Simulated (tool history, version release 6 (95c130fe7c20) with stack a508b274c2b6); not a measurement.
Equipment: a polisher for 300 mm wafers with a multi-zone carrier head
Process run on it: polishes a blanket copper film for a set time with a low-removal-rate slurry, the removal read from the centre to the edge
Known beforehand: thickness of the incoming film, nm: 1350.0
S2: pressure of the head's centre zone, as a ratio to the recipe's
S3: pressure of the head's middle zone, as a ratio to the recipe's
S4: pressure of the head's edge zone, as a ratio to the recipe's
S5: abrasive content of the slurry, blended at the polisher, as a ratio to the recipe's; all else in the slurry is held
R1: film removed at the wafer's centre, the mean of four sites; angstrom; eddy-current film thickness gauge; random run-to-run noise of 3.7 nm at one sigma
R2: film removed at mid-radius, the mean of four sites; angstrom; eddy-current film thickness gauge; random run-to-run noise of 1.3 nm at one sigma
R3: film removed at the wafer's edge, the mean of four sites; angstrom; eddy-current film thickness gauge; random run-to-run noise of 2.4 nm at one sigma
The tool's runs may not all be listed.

{"run": 1, "hour": 0.0, "flow of slurry (ml/min)": 250, "S2": 1, "S3": 1, "S4": 1, "S5": 1, "polishing time (s)": 59, "R1": 1930.7, "R2": 1991.7, "R3": 1985.4}
{"run": 2, "hour": 8.7, "flow of slurry (ml/min)": 260, "S2": 1.03, "S3": 0.99, "S4": 1.01, "S5": 1.05, "polishing time (s)": 59, "R1": 2050.2, "R2": 1984.3, "R3": 2011.8}
{"run": 3, "hour": 11.8, "flow of slurry (ml/min)": 305, "S2": 1.03, "S3": 0.99, "S4": 1.01, "S5": 1.05, "polishing time (s)": 59, "R1": 2090.5, "R2": 2022.7, "R3": 2060.5}
{"run": 4, "hour": 17.5, "flow of slurry (ml/min)": 305, "S2": 1.03, "S3": 0.99, "S4": 1.01, "S5": 0.95, "polishing time (s)": 59, "R1": 1974.7, "R2": 1969.6, "R3": 1967.2}
{"run": 5, "hour": 23.5, "flow of slurry (ml/min)": 305, "S2": 1.03, "S3": 0.99, "S4": 0.96, "S5": 0.95, "polishing time (s)": 59, "R1": 2032.9, "R2": 1981.4, "R3": 1905.7}
{"run": 6, "hour": 31.0, "flow of slurry (ml/min)": 305, "S2": 1.03, "S3": 1.06, "S4": 0.96, "S5": 0.95, "polishing time (s)": 59, "R1": 2049.4, "R2": 2094.3, "R3": 1928.2}

Run 7 comes next. What will it give?
{"run": 7, "hour": 36.1, "flow of slurry (ml/min)": 350, "S2": 1.13, "S3": 0.96, "S4": 1.06, "S5": 1.2, "polishing time (s)": 60, "R1": "?", "R2": "?", "R3": "?"}

{"run 7": {"R1": 2436.8, "R2": 2098, "R3": 2228.6}}

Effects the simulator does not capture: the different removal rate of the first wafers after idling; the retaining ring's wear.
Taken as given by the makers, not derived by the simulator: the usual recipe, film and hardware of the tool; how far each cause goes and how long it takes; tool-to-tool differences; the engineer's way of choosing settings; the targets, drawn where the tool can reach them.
